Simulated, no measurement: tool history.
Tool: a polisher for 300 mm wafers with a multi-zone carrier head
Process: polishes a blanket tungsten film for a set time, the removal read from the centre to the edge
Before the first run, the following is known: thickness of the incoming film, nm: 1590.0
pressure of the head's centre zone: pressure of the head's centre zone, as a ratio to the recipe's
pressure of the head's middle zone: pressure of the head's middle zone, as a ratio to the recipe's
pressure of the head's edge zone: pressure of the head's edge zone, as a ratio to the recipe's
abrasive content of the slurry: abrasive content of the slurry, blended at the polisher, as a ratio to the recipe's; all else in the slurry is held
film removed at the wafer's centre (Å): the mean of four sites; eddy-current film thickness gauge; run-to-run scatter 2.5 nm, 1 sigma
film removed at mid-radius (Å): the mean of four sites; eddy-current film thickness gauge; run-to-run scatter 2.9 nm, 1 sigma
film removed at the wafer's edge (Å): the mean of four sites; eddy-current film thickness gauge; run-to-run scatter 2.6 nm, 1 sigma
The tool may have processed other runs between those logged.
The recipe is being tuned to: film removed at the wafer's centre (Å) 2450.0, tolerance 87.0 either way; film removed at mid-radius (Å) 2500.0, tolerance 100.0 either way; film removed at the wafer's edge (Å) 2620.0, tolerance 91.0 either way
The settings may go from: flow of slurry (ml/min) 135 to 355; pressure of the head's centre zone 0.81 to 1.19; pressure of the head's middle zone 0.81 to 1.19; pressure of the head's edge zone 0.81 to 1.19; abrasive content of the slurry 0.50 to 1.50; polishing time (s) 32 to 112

| run | hour | flow of slurry (ml/min) | pressure of the head's centre zone | pressure of the head's middle zone | pressure of the head's edge zone | abrasive content of the slurry | polishing time (s) | film removed at the wafer's centre (Å) | film removed at mid-radius (Å) | film removed at the wafer's edge (Å) |
|---|---|---|---|---|---|---|---|---|---|---|
| 1 | 0.0 | 225 | 1.00 | 1.00 | 1.00 | 1.00 | 72 | 4599.6 | 4489.1 | 4531.4 |
| 2 | 6.7 | 225 | 0.97 | 1.00 | 1.00 | 1.00 | 72 | 4544.9 | 4480.4 | 4565.4 |
| 3 | 12.5 | 220 | 0.96 | 0.99 | 0.99 | 0.95 | 69 | 4267.2 | 4244.4 | 4150.7 |
| 4 | 13.7 | 220 | 0.96 | 0.99 | 0.99 | 1.05 | 69 | 4160.5 | 4374.7 | 4238.8 |
| 5 | 21.6 | 220 | 0.96 | 0.99 | 1.05 | 1.05 | 69 | 4263.6 | 4390.4 | 4425.0 |
| 6 | 30.5 | 220 | 0.96 | 0.99 | 1.13 | 1.05 | 69 | 4196.3 | 4411.8 | 4616.8 |
| 7 | 32.0 | 215 | 0.95 | 0.98 | 1.12 | 1.00 | 66 | 3973.1 | 4021.1 | 4309.3 |
| 8 | 34.2 | 210 | 0.93 | 0.98 | 1.11 | 0.95 | 63 | 3600.4 | 3748.1 | 4166.1 |
| 9 | 41.2 | 210 | 0.93 | 0.98 | 1.11 | 0.95 | 63 | 3650.1 | 3784.9 | 4059.9 |
| 10 | 43.9 | 190 | 0.87 | 0.88 | 1.01 | 0.70 | 44 | 2213.5 | 2221.6 | 2522.9 |
| 11 | 45.5 | 190 | 0.87 | 0.88 | 1.01 | 0.70 | 44 | 2190.0 | 2203.7 | 2516.5 |
| 12 | 47.2 | 200 | 0.87 | 0.89 | 1.01 | 0.70 | 44 | 2193.8 | 2267.4 | 2473.8 |
| 13 | 50.0 | 205 | 0.88 | 0.90 | 1.02 | 0.70 | 44 | 2211.4 | 2327.3 | 2541.2 |
| 14 | 54.3 | 210 | 0.89 | 0.90 | 1.02 | 0.70 | 44 | 2283.0 | 2312.4 | 2511.5 |
| 15 | 62.1 | 220 | 0.91 | 0.92 | 1.04 | 0.70 | 44 | 2330.7 | 2341.7 | 2578.1 |
| 16 | 67.8 | 220 | 0.91 | 0.93 | 1.04 | 0.70 | 44 | 2351.0 | 2378.3 | 2631.8 |
| 17 | 69.5 | 220 | 0.91 | 0.93 | 1.04 | 0.70 | 44 | 2354.1 | 2444.0 | 2563.5 |
| 18 | 72.5 | 225 | 0.92 | 0.93 | 1.05 | 0.70 | 44 | 2388.9 | 2374.8 | 2544.6 |

Consider the 4 candidate settings below. Which is the only one whose results all fall within their allowed miss of target?
| A | 75.5 | 355 | 0.97 | 0.90 | 1.10 | 0.75 | 39 | ? | ? | ? |
| B | 75.5 | 165 | 0.97 | 1.02 | 1.03 | 0.60 | 45 | ? | ? | ? |
| C | 75.5 | 250 | 0.88 | 1.00 | 1.01 | 0.70 | 43 | ? | ? | ? |
| D | 75.5 | 185 | 0.94 | 0.97 | 1.03 | 0.90 | 43 | ? | ? | ? |

| move | film removed at the wafer's centre (Å) | film removed at mid-radius (Å) | film removed at the wafer's edge (Å) |
|---|---|---|---|
| A | 2378.6 | 2160.5 | 2490.3 |
| B | 2381.1 | 2421.3 | 2476.7 |
| C | 2259.5 | 2480.5 | 2523.3 |
| D | 2469.0 | 2480.9 | 2638.7 |
A: moves away from the targets compared with the last run
B: puts the biggest miss on target and leaves a different result outside tolerance
C: puts the biggest miss on target and leaves a different result outside tolerance
D: every result within its allowed miss
Correct choice: D, which meets every target

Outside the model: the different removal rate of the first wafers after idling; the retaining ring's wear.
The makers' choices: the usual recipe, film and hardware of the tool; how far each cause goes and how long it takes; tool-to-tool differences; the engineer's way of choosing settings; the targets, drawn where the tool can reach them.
